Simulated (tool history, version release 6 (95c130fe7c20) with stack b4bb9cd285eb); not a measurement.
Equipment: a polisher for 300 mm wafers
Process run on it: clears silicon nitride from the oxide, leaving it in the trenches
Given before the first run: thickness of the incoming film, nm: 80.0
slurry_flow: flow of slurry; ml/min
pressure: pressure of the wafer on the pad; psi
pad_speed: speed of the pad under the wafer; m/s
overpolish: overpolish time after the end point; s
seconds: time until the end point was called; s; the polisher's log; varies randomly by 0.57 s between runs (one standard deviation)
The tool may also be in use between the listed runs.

run,day,slurry_flow,pressure,pad_speed,overpolish,seconds
1,0.000,155,3.2,0.82,13,75.442
2,0.258,155,3.4,0.82,13,71.172
3,0.317,155,3.4,0.82,14,72.807
4,0.412,155,3.6,0.82,14,69.268
5,0.742,155,3.6,0.82,13,67.319
6,1.088,155,3.7,0.82,13,66.987
7,1.112,155,3.8,0.82,13,64.509
8,1.321,155,3.9,0.82,13,63.060
9,1.629,155,3.9,0.82,13,62.550
10,1.888,155,4.0,0.82,13,60.852
11,1.921,155,4.1,0.82,13,60.863
12,2.033,155,4.2,0.82,13,59.059

Run 13, settings as shown, results not yet in. Your forecast:
13,2.067,155,4.3,0.82,13,?

seconds: 58.060 s

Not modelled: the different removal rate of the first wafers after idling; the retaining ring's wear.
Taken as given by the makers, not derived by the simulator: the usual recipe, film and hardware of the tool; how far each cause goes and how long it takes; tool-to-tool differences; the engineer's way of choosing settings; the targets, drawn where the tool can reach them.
